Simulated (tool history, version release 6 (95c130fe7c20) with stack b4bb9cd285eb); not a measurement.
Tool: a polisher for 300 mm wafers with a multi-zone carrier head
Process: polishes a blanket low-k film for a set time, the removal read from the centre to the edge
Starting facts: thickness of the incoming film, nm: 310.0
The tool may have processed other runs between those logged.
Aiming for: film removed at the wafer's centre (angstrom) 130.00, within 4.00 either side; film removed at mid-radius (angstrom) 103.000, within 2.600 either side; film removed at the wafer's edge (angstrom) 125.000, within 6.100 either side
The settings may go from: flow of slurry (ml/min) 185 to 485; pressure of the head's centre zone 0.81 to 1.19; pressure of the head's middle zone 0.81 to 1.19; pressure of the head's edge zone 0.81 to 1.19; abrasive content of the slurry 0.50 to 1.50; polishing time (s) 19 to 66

| run | day | flow of slurry (ml/min) | pressure of the head's centre zone | pressure of the head's middle zone | pressure of the head's edge zone | abrasive content of the slurry | polishing time (s) | film removed at the wafer's centre (angstrom) | film removed at mid-radius (angstrom) | film removed at the wafer's edge (angstrom) |
|---|---|---|---|---|---|---|---|---|---|---|
| 1 | 0.000 | 310 | 1.00 | 1.00 | 1.00 | 1.00 | 42 | 101.80 | 99.626 | 99.186 |
| 2 | 0.067 | 310 | 1.00 | 1.00 | 0.95 | 1.00 | 42 | 102.93 | 100.460 | 96.654 |
| 3 | 0.271 | 310 | 1.05 | 1.00 | 0.95 | 1.00 | 42 | 108.18 | 100.950 | 95.376 |
| 4 | 0.417 | 315 | 1.06 | 0.97 | 1.01 | 1.10 | 42 | 112.66 | 103.200 | 104.520 |
| 5 | 0.575 | 315 | 1.06 | 0.97 | 1.01 | 1.10 | 51 | 136.29 | 123.700 | 128.410 |
| 6 | 0.700 | 315 | 1.06 | 0.97 | 1.01 | 0.90 | 51 | 123.26 | 111.840 | 114.600 |
| 7 | 0.788 | 310 | 1.07 | 0.94 | 1.03 | 0.90 | 51 | 123.23 | 108.900 | 114.420 |
| 8 | 0.917 | 310 | 1.08 | 0.91 | 1.06 | 0.95 | 51 | 128.47 | 109.100 | 117.480 |
| 9 | 1.079 | 305 | 1.08 | 0.88 | 1.09 | 0.95 | 51 | 130.95 | 105.870 | 125.090 |

Which one of the following 4 next-run settings gets every result inside its allowed miss? There is exactly one.
| A | 1.242 | 230 | 1.08 | 0.99 | 1.02 | 1.25 | 43 | ? | ? | ? |
| B | 1.242 | 310 | 0.94 | 0.87 | 1.19 | 0.95 | 53 | ? | ? | ? |
| C | 1.242 | 290 | 1.09 | 0.86 | 1.12 | 1.10 | 47 | ? | ? | ? |
| D | 1.242 | 300 | 1.05 | 0.87 | 1.15 | 0.90 | 51 | ? | ? | ? |

| move | film removed at the wafer's centre (angstrom) | film removed at mid-radius (angstrom) | film removed at the wafer's edge (angstrom) |
|---|---|---|---|
| A | 120.19 | 109.910 | 110.950 |
| B | 116.20 | 109.540 | 132.350 |
| C | 128.16 | 103.080 | 122.130 |
| D | 120.90 | 101.920 | 121.120 |
A: its largest miss is bigger than the last run's
B: its largest miss is bigger than the last run's
C: hits every target within its allowed miss
D: brings the last run's worst result on target, with another outside its allowed miss
The move that meets every target is C.
